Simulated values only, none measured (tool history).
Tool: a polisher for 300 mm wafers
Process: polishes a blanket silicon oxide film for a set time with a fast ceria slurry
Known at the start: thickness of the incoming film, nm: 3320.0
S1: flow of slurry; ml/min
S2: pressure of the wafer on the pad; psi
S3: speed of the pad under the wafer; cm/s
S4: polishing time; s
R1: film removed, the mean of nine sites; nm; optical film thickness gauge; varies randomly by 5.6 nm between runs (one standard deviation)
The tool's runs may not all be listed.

run	hour	S1	S2	S3	S4	R1
1	0.0	160	1.6	98	97	758.19
2	2.6	155	1.6	98	97	747.63
3	5.6	150	1.6	98	97	738.96
4	6.5	150	1.6	106	97	782.41
5	13.9	150	1.6	124	97	891.21
6	20.2	150	1.9	124	97	1039.70
7	23.4	145	1.8	124	97	992.31
8	31.5	140	1.7	124	97	925.82

What does the tool deliver on the next run?
9	38.9	140	1.7	124	97	?

R1: 927.25 nm
